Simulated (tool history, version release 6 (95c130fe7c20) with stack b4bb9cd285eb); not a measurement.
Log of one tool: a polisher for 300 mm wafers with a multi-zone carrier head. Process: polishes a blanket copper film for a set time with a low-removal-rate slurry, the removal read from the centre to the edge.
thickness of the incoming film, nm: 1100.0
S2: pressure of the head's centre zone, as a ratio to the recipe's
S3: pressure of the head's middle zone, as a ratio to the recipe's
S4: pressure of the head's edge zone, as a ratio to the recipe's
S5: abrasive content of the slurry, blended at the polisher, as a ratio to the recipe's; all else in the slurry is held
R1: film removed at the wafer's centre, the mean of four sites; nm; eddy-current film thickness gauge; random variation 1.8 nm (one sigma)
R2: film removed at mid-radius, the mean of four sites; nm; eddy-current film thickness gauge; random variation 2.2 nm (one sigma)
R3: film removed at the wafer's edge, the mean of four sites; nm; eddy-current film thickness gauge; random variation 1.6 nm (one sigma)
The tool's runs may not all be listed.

{"run": 1, "hour": 0.0, "flow of slurry (ml/min)": 245, "S2": 1, "S3": 1, "S4": 1, "S5": 1, "polishing time (s)": 51, "R1": 201.65, "R2": 203.09, "R3": 204.1}
{"run": 2, "hour": 7.7, "flow of slurry (ml/min)": 250, "S2": 1.02, "S3": 1.01, "S4": 0.97, "S5": 0.9, "polishing time (s)": 49, "R1": 193.63, "R2": 198.7, "R3": 189.1}
{"run": 3, "hour": 14.1, "flow of slurry (ml/min)": 250, "S2": 1.04, "S3": 0.99, "S4": 0.95, "S5": 0.8, "polishing time (s)": 47, "R1": 186.97, "R2": 177.54, "R3": 174.85}
{"run": 4, "hour": 16.2, "flow of slurry (ml/min)": 250, "S2": 0.99, "S3": 0.99, "S4": 0.95, "S5": 0.8, "polishing time (s)": 47, "R1": 174.5, "R2": 176.9, "R3": 175.02}
{"run": 5, "hour": 24.3, "flow of slurry (ml/min)": 250, "S2": 1.01, "S3": 0.99, "S4": 0.92, "S5": 0.75, "polishing time (s)": 46, "R1": 171.25, "R2": 172.76, "R3": 165.19}
{"run": 6, "hour": 29.1, "flow of slurry (ml/min)": 275, "S2": 1.01, "S3": 0.99, "S4": 0.92, "S5": 0.75, "polishing time (s)": 46, "R1": 171.68, "R2": 171.79, "R3": 167.38}
{"run": 7, "hour": 30.5, "flow of slurry (ml/min)": 270, "S2": 1.02, "S3": 0.99, "S4": 0.9, "S5": 0.7, "polishing time (s)": 46, "R1": 175.66, "R2": 171.23, "R3": 163.9}
{"run": 8, "hour": 32.8, "flow of slurry (ml/min)": 265, "S2": 1.02, "S3": 0.99, "S4": 0.88, "S5": 0.65, "polishing time (s)": 45, "R1": 168.18, "R2": 160.62, "R3": 157.9}

Forecast run 9:
{"run": 9, "hour": 39.7, "flow of slurry (ml/min)": 265, "S2": 1.03, "S3": 1.01, "S4": 0.87, "S5": 0.6, "polishing time (s)": 44, "R1": "?", "R2": "?", "R3": "?"}

Run 9 gave R1 165.11 nm, R2 158.95 nm, R3 148.54 nm.
